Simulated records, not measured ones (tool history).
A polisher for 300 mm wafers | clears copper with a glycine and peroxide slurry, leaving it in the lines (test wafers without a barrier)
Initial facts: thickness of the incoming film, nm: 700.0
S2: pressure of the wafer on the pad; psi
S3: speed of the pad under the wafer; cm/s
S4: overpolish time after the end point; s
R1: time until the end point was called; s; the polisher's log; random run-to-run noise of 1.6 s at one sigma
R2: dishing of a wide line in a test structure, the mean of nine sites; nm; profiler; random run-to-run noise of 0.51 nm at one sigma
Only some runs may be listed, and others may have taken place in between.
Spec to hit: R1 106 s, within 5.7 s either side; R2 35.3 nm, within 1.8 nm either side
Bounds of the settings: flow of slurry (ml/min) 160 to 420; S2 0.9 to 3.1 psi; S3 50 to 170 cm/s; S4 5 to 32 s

{"run": 1, "hour": 0.0, "flow of slurry (ml/min)": 270, "S2": 2, "S3": 110, "S4": 16, "R1": 145.73, "R2": 45.019}
{"run": 2, "hour": 7.3, "flow of slurry (ml/min)": 270, "S2": 2, "S3": 110, "S4": 13, "R1": 148.8, "R2": 39.637}
{"run": 3, "hour": 14.3, "flow of slurry (ml/min)": 270, "S2": 2, "S3": 92, "S4": 13, "R1": 164.57, "R2": 36.183}
{"run": 4, "hour": 17.8, "flow of slurry (ml/min)": 335, "S2": 2, "S3": 92, "S4": 13, "R1": 165.96, "R2": 35.245}
{"hour": 26.2, "done": "head pressure recalibrated"}
{"run": 5, "hour": 26.2, "flow of slurry (ml/min)": 335, "S2": 1.5, "S3": 92, "S4": 13, "R1": 193.11, "R2": 30.902}
{"run": 6, "hour": 31.4, "flow of slurry (ml/min)": 335, "S2": 1.5, "S3": 116, "S4": 13, "R1": 165.69, "R2": 35.21}
{"run": 7, "hour": 33.1, "flow of slurry (ml/min)": 340, "S2": 2.1, "S3": 122, "S4": 5, "R1": 119.98, "R2": 21.158}
{"run": 8, "hour": 37.7, "flow of slurry (ml/min)": 335, "S2": 2.2, "S3": 122, "S4": 6, "R1": 113.78, "R2": 25.189}
{"run": 9, "hour": 45.3, "flow of slurry (ml/min)": 330, "S2": 2.2, "S3": 122, "S4": 6, "R1": 118.48, "R2": 25.61}

4 next moves are on the table. One of them brings every result within its allowed miss. Which?
{"run": "A", "hour": 52.9, "flow of slurry (ml/min)": 345, "S2": 2.4, "S3": 146, "S4": 6, "R1": "?", "R2": "?"}
{"run": "B", "hour": 52.9, "flow of slurry (ml/min)": 290, "S2": 2.9, "S3": 106, "S4": 8, "R1": "?", "R2": "?"}
{"run": "C", "hour": 52.9, "flow of slurry (ml/min)": 400, "S2": 2.5, "S3": 142, "S4": 7, "R1": "?", "R2": "?"}
{"run": "D", "hour": 52.9, "flow of slurry (ml/min)": 290, "S2": 2.1, "S3": 114, "S4": 13, "R1": "?", "R2": "?"}

move=A R1=93.824 R2=30.386
move=B R1=106.17 R2=35.272
move=C R1=91.88 R2=35.123
move=D R1=130.35 R2=43.018
A: closer than the last run, but not yet in spec
B: each result inside its tolerance
C: the worst result of the last run now meets its target, but another is out of spec
D: pushes the last run's worst result past its target
Move B is the one to make.
